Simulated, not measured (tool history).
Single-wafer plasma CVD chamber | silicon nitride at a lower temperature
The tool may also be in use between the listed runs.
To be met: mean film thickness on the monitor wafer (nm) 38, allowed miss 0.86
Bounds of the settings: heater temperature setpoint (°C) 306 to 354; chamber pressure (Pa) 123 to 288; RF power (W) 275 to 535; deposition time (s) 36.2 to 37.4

run	hour	heater temperature setpoint (°C)	chamber pressure (Pa)	RF power (W)	deposition time (s)	mean film thickness on the monitor wafer (nm)
1	0	330	205	405	36.2	45.59
2	4.9	330	192	405	36.2	44.827
3	12.5	330	192	440	36.2	46.768
4	17.5	321	192	440	36.2	47.122
5	25	321	185	430	36.2	45.996
6	28.7	321	180	420	36.2	45.068
7	33.7	321	175	410	36.2	44.212
8	37.7	321	169	400	36.2	43.24
9	40.2	322	128	335	36.2	35.961
10	41.7	322	131	335	36.2	36.171

5 next moves are on the table. One of them brings every result within its allowed miss. Which?
A	43.2	322	133	290	36.2	?
B	43.2	315	129	385	36.9	?
C	43.2	323	125	355	37	?
D	43.2	322	137	310	36.2	?
E	43.2	327	135	335	36.2	?

move	mean film thickness on the monitor wafer (nm)
A	33.345
B	39.921
C	37.725
D	35.005
E	36.381
A: further off than the last run
B: takes the result that was furthest off past its target
C: meets every target
D: further off than the last run
E: nearer than the last run, and not there yet
Move C is the one to make.
